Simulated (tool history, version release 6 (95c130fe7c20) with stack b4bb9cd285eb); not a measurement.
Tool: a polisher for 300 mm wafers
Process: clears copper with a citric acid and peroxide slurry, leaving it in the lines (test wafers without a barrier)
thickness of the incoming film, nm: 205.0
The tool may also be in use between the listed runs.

run	hour	flow of slurry (ml/min)	pressure of the wafer on the pad (psi)	speed of the pad under the wafer (m/s)	abrasive content of the slurry	overpolish time after the end point (s)	time until the end point was called (s)	dishing of a wide line in a test structure (Å)
1	0	210	4.2	0.82	1	21	79.214	290.87
2	2.3	255	4.2	0.82	1	21	78.38	295.26
3	6.3	255	4	0.82	1	21	81.762	276.87
4	14.6	255	3.8	0.82	1	21	86.865	268.17
5	21	255	3.6	0.82	1	21	90.088	259.12
6	29	255	3.5	0.82	1	21	94.919	248.86
7	32.4	255	3.4	0.82	1	21	96.116	254.94

The next listed run, before its measurement:
8	40.5	255	3.4	0.82	1	21	?	?

{"run 8": {"time until the end point was called (s)": 96.111, "dishing of a wide line in a test structure (Å)": 252.34}}
